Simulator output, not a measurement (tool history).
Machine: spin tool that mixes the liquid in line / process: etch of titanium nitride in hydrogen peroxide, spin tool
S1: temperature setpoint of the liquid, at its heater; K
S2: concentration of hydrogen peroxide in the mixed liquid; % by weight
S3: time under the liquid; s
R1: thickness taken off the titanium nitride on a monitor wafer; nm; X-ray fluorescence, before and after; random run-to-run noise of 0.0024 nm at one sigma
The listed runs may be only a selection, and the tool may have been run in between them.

Run 1, day 0: S1 327.15 K, S2 16.5 % by weight, S3 15 s. Result: R1 1.5284 nm.
Run 2, day 0.167: S1 324.65 K, S2 16.5 % by weight, S3 15 s. Result: R1 1.2846 nm.
Run 3, day 0.246: S1 322.65 K, S2 16.5 % by weight, S3 15 s. Result: R1 1.1061 nm.
Run 4, day 0.446: S1 322.65 K, S2 16.5 % by weight, S3 15 s. Result: R1 1.1101 nm.
Run 5, day 0.638: S1 321.15 K, S2 16.5 % by weight, S3 15 s. Result: R1 0.99199 nm.
Run 6, day 0.675: S1 321.15 K, S2 15 % by weight, S3 15 s. Result: R1 0.96859 nm.

Run 7 is up next; what results do you expect?
Run 7, day 0.917: S1 320.15 K, S2 15 % by weight, S3 15 s. Result: R1 ?.

Run 7 gave R1 0.90303 nm.

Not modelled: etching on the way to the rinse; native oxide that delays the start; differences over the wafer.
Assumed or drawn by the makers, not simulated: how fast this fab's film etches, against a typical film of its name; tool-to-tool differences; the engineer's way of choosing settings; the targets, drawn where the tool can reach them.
